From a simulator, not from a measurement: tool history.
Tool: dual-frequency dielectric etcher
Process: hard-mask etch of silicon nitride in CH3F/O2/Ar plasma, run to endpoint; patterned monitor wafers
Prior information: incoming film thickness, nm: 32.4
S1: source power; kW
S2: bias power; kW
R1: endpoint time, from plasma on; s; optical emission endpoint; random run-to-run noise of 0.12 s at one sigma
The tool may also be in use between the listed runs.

run 1 hour=0 | S1=0.45 S2=0.102 | R1=41.82
run 2 hour=2.7 | S1=0.38 S2=0.102 | R1=45.259
run 3 hour=5.2 | S1=0.41 S2=0.105 | R1=43.186
run 4 hour=12.4 | S1=0.46 S2=0.105 | R1=40.507
run 5 hour=17 | S1=0.48 S2=0.106 | R1=39.269
run 6 hour=19 | S1=0.56 S2=0.106 | R1=36.5
run 7 hour=23.7 | S1=0.57 S2=0.107 | R1=36.016
run 8 hour=29.6 | S1=0.58 S2=0.108 | R1=35.739
run 9 hour=30.6 | S1=0.59 S2=0.109 | R1=34.938
run 10 hour=31.5 | S1=0.59 S2=0.109 | R1=35.085

What does the tool deliver on the next run?
run 11 hour=38.1 | S1=0.6 S2=0.11 | R1=?

Run 11 yielded R1 34.631 s.

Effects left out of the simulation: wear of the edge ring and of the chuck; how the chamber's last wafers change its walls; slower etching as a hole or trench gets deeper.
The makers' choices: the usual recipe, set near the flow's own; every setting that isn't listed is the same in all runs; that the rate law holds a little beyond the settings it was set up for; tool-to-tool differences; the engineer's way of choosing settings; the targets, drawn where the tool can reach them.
